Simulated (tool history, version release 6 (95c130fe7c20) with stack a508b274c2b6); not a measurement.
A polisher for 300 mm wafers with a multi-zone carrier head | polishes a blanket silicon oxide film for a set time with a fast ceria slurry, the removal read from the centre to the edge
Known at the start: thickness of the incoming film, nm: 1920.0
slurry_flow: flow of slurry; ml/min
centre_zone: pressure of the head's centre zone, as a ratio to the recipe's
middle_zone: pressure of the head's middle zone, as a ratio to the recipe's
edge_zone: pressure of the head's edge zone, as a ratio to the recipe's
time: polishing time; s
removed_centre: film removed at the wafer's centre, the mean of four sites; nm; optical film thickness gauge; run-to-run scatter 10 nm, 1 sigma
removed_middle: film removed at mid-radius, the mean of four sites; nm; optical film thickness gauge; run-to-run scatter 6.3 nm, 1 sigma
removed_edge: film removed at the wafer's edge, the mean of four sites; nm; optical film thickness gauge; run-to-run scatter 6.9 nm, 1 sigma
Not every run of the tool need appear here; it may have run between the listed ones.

run	hour	slurry_flow	centre_zone	middle_zone	edge_zone	time	removed_centre	removed_middle	removed_edge
1	0.0	305	1.00	1.00	1.00	55	706.89	720.80	730.51
2	6.1	315	1.04	1.03	1.04	58	777.69	769.73	781.78
3	14.8	325	1.07	1.06	1.07	60	805.23	810.41	836.33
4	18.0	325	1.07	1.03	1.07	60	810.91	789.79	818.67
5	22.3	330	1.10	1.06	1.07	62	846.34	842.53	855.07
6	23.3	330	1.10	1.06	1.00	62	847.20	848.29	826.15
7	27.2	335	1.12	1.07	1.01	64	905.38	870.43	843.75
8	33.8	340	1.14	1.09	1.03	65	929.10	896.06	880.44

The next listed run, before its measurement:
9	36.6	345	1.15	1.10	1.04	66	?	?	?

{"run 9": {"removed_centre": 934.59, "removed_middle": 914.73, "removed_edge": 896.58}}
